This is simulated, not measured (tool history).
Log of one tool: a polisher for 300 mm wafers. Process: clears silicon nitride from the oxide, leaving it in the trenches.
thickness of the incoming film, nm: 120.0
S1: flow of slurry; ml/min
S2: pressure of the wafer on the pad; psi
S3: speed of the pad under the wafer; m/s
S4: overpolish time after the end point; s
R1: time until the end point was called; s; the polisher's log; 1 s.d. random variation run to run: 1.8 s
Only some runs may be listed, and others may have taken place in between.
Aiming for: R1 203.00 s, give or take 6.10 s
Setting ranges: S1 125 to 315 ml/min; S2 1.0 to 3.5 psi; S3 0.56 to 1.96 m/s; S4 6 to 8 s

run    day   S1   S2    S3  S4      R1
  1  0.000  205  2.2  1.26   8  125.44
  2  0.275  180  2.2  1.26   8  128.63
  3  0.538  220  2.2  1.26   8  123.44
  4  0.821  220  2.2  1.06   8  147.04
  5  1.000  220  2.2  0.90   8  171.53
  6  1.100  215  2.1  0.90   8  181.32
  7  1.146  210  2.1  0.90   8  180.34
  8  1.175  205  2.1  0.90   8  180.61
  9  1.200  200  2.1  0.90   8  182.70
 10  1.438  195  2.1  0.90   8  180.71
 11  1.604  195  1.8  0.90   8  211.40
 12  1.808  200  1.8  0.90   8  208.18
 13  2.046  205  1.8  0.90   8  212.42

Exactly one of the 5 candidate moves below puts every result within its allowed miss. Which one?
  A  2.283  225  1.8  0.92   8   ?
  B  2.283  210  1.6  0.90   8   ?
  C  2.283  205  1.7  0.92   8   ?
  D  2.283  240  1.9  0.76   6   ?
  E  2.283  205  1.7  0.88   7   ?

move      R1
   A  201.13
   B  232.16
   C  215.19
   D  227.32
   E  224.55
A: every result within its allowed miss
B: its largest miss is bigger than the last run's
C: its largest miss is bigger than the last run's
D: its largest miss is bigger than the last run's
E: its largest miss is bigger than the last run's
The move that meets every target is A.
